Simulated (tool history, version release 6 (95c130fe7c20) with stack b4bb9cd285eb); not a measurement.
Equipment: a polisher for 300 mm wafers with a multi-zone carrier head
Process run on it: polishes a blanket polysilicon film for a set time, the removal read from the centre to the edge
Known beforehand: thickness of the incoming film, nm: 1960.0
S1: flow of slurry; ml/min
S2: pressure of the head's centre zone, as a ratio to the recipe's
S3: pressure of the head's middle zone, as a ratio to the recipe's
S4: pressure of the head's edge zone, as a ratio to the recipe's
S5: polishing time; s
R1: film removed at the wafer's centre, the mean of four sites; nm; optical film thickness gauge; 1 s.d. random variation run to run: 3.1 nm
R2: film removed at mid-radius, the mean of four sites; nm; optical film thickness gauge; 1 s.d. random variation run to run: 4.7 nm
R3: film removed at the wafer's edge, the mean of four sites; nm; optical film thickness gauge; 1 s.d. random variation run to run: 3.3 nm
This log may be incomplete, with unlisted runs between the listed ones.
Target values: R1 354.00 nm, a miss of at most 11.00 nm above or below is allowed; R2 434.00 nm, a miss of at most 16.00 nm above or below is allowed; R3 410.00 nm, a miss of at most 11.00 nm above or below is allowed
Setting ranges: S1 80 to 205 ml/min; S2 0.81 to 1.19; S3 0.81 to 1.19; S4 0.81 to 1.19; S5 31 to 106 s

{"run": 1, "hour": 0.0, "S1": 135, "S2": 1.0, "S3": 1.0, "S4": 1.0, "S5": 68, "R1": 546.45, "R2": 527.0, "R3": 521.74}
{"run": 2, "hour": 1.5, "S1": 120, "S2": 0.94, "S3": 1.01, "S4": 0.97, "S5": 65, "R1": 470.86, "R2": 494.14, "R3": 478.39}
{"run": 3, "hour": 9.6, "S1": 110, "S2": 0.9, "S3": 1.01, "S4": 0.95, "S5": 64, "R1": 440.67, "R2": 470.94, "R3": 459.16}
{"run": 4, "hour": 16.5, "S1": 110, "S2": 0.9, "S3": 1.09, "S4": 0.95, "S5": 64, "R1": 434.27, "R2": 500.35, "R3": 470.54}
{"run": 5, "hour": 23.0, "S1": 100, "S2": 0.87, "S3": 1.08, "S4": 0.93, "S5": 62, "R1": 400.05, "R2": 478.85, "R3": 437.81}
{"run": 6, "hour": 27.5, "S1": 100, "S2": 0.87, "S3": 1.08, "S4": 0.88, "S5": 62, "R1": 403.84, "R2": 478.99, "R3": 430.46}
{"run": 7, "hour": 31.1, "S1": 95, "S2": 0.85, "S3": 1.07, "S4": 0.89, "S5": 61, "R1": 377.53, "R2": 448.05, "R3": 419.09}
{"run": 8, "hour": 34.0, "S1": 90, "S2": 0.84, "S3": 1.07, "S4": 0.89, "S5": 61, "R1": 366.75, "R2": 450.98, "R3": 417.83}

Which single option among these 5 for the next run brings every result within its allowed miss of target? Just one does.
{"run": "A", "hour": 36.9, "S1": 100, "S2": 0.9, "S3": 0.94, "S4": 0.96, "S5": 59, "R1": "?", "R2": "?", "R3": "?"}
{"run": "B", "hour": 36.9, "S1": 130, "S2": 0.88, "S3": 1.18, "S4": 0.83, "S5": 55, "R1": "?", "R2": "?", "R3": "?"}
{"run": "C", "hour": 36.9, "S1": 95, "S2": 0.87, "S3": 1.11, "S4": 1.02, "S5": 56, "R1": "?", "R2": "?", "R3": "?"}
{"run": "D", "hour": 36.9, "S1": 115, "S2": 0.84, "S3": 1.08, "S4": 0.89, "S5": 55, "R1": "?", "R2": "?", "R3": "?"}
{"run": "E", "hour": 36.9, "S1": 80, "S2": 0.82, "S3": 1.12, "S4": 1.0, "S5": 59, "R1": "?", "R2": "?", "R3": "?"}

move=A R1=389.02 R2=407.55 R3=418.43
move=B R1=378.88 R2=477.89 R3=378.92
move=C R1=352.13 R2=432.93 R3=404.49
move=D R1=351.06 R2=435.32 R3=384.43
move=E R1=331.78 R2=439.20 R3=409.66
A: the biggest miss grows against the last run
B: the biggest miss grows against the last run
C: every result lands within tolerance
D: corrects the largest miss of the last run, while another result sits out of spec
E: pushes the last run's worst result past its target
Correct choice: C, which meets every target
